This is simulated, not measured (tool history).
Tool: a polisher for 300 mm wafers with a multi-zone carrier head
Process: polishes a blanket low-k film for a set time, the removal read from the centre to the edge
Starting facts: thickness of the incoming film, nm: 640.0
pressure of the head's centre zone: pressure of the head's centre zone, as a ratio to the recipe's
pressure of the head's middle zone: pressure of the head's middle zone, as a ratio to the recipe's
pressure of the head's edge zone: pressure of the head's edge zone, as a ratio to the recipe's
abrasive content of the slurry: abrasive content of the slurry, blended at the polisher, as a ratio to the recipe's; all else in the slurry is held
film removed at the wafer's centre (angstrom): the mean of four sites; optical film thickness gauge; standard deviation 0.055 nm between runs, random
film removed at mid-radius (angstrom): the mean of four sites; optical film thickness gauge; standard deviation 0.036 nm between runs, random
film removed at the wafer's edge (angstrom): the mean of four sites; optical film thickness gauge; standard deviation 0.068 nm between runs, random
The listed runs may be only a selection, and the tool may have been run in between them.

| run | hour | flow of slurry (ml/min) | pressure of the head's centre zone | pressure of the head's middle zone | pressure of the head's edge zone | abrasive content of the slurry | polishing time (s) | film removed at the wafer's centre (angstrom) | film removed at mid-radius (angstrom) | film removed at the wafer's edge (angstrom) |
|---|---|---|---|---|---|---|---|---|---|---|
| 1 | 0 | 270 | 1 | 1 | 1 | 1 | 38 | 118.81 | 118.5 | 121.44 |
| 2 | 5.5 | 270 | 1 | 1 | 0.94 | 1 | 38 | 118.04 | 117.52 | 119.71 |
| 3 | 6.2 | 270 | 1 | 1 | 0.94 | 1 | 45 | 142.26 | 140.61 | 137.09 |
| 4 | 11.6 | 270 | 1 | 0.95 | 0.94 | 1 | 45 | 141.47 | 137.07 | 140.73 |
| 5 | 12.5 | 260 | 1.01 | 0.97 | 0.91 | 0.85 | 38 | 109.68 | 104.31 | 106.5 |
| 6 | 16.4 | 245 | 1 | 0.98 | 0.88 | 0.75 | 34 | 88.728 | 86.968 | 85.221 |
| 7 | 23.4 | 225 | 0.98 | 0.95 | 0.86 | 0.7 | 32 | 76.751 | 75.978 | 74.946 |
| 8 | 25.2 | 210 | 0.97 | 0.93 | 0.85 | 0.65 | 31 | 70.206 | 69.261 | 69.982 |
| 9 | 31.5 | 210 | 0.96 | 0.92 | 0.84 | 0.6 | 30 | 62.559 | 62.019 | 63.638 |
| 10 | 37.9 | 205 | 0.96 | 0.92 | 0.83 | 0.55 | 30 | 59.926 | 58.656 | 57.909 |
| 11 | 44.3 | 200 | 0.95 | 0.91 | 0.83 | 0.55 | 30 | 59.339 | 58.053 | 59.616 |

The next listed run, before its measurement:
| 12 | 50.9 | 195 | 0.95 | 0.91 | 0.82 | 0.55 | 30 | ? | ? | ? |

film removed at the wafer's centre (angstrom): 56.796
film removed at mid-radius (angstrom): 57.287
film removed at the wafer's edge (angstrom): 58.111
